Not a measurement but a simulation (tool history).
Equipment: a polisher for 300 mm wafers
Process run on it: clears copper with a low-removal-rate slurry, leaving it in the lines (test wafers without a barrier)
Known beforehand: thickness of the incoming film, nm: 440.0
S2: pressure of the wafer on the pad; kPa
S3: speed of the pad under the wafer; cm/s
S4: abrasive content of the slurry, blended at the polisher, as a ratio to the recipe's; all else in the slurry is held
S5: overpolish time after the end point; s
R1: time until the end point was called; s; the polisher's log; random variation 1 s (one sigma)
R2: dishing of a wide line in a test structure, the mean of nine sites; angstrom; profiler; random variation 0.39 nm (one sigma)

run 1 day=0.000 | flow_of_slurry_(ml/min)=290 S2=27.6 S3=138 S4=1.0 S5=10 | R1=93.783 R2=347.56
run 2 day=0.067 | flow_of_slurry_(ml/min)=290 S2=27.6 S3=138 S4=1.0 S5=7 | R1=94.512 R2=255.61
run 3 day=0.412 | flow_of_slurry_(ml/min)=290 S2=25.5 S3=138 S4=1.0 S5=7 | R1=101.040 R2=234.70
run 4 day=0.571 | flow_of_slurry_(ml/min)=290 S2=24.1 S3=138 S4=1.0 S5=7 | R1=106.800 R2=221.63
run 5 day=0.933 | flow_of_slurry_(ml/min)=290 S2=24.1 S3=138 S4=0.8 S5=7 | R1=113.840 R2=215.27
run 6 day=1.012 | flow_of_slurry_(ml/min)=290 S2=29.6 S3=138 S4=0.8 S5=7 | R1=92.955 R2=256.66

What does the tool deliver on the next run?
run 7 day=1.288 | flow_of_slurry_(ml/min)=290 S2=27.6 S3=138 S4=0.8 S5=7 | R1=? R2=?

R1: 99.193 s
R2: 242.26 angstrom
